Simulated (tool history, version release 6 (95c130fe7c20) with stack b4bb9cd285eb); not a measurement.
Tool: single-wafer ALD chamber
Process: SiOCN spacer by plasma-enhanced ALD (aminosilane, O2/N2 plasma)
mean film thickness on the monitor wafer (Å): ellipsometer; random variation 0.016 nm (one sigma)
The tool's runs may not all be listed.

run	day	heater temperature setpoint (deg C)	number of ALD cycles (cycles)	mean film thickness on the monitor wafer (Å)
1	0	380	44	24.549
2	0.158	374	44	24.638
3	0.521	374	46	25.891
4	0.871	374	47	26.38
5	1.071	363	47	26.426
6	1.133	356	47	26.258
7	1.488	356	47	26.299
8	1.846	356	48	26.798
9	1.996	356	49	27.365
10	2.158	356	50	27.919

Forecast run 11:
# day 2.392: thermocouple changed; heater temperature recalibrated
11	2.392	356	51	?

{"run 11": {"mean film thickness on the monitor wafer (Å)": 28.415}}
